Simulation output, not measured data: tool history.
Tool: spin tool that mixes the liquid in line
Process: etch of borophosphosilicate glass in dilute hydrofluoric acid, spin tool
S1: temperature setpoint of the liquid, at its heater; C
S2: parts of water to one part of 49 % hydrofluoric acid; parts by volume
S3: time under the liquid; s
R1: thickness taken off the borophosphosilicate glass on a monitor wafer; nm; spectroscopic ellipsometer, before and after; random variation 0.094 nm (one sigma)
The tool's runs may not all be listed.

{"run": 1, "hour": 0.0, "S1": 21, "S2": 195, "S3": 30, "R1": 8.0983}
{"run": 2, "hour": 0.7, "S1": 21, "S2": 195, "S3": 30, "R1": 8.2364}
{"run": 3, "hour": 6.0, "S1": 21, "S2": 225, "S3": 30, "R1": 6.8187}
{"run": 4, "hour": 14.1, "S1": 23, "S2": 210, "S3": 30, "R1": 7.9235}
{"run": 5, "hour": 20.9, "S1": 25.5, "S2": 210, "S3": 30, "R1": 8.6537}
{"run": 6, "hour": 21.6, "S1": 26.5, "S2": 195, "S3": 30, "R1": 9.9516}
{"run": 7, "hour": 24.0, "S1": 27, "S2": 185, "S3": 30, "R1": 10.76}
{"run": 8, "hour": 27.9, "S1": 27.5, "S2": 180, "S3": 30, "R1": 11.477}
{"run": 9, "hour": 33.4, "S1": 28, "S2": 175, "S3": 30, "R1": 11.991}

Run 10 comes next. What will it give?
{"run": 10, "hour": 40.9, "S1": 28.5, "S2": 175, "S3": 30, "R1": "?"}

R1: 12.319 nm
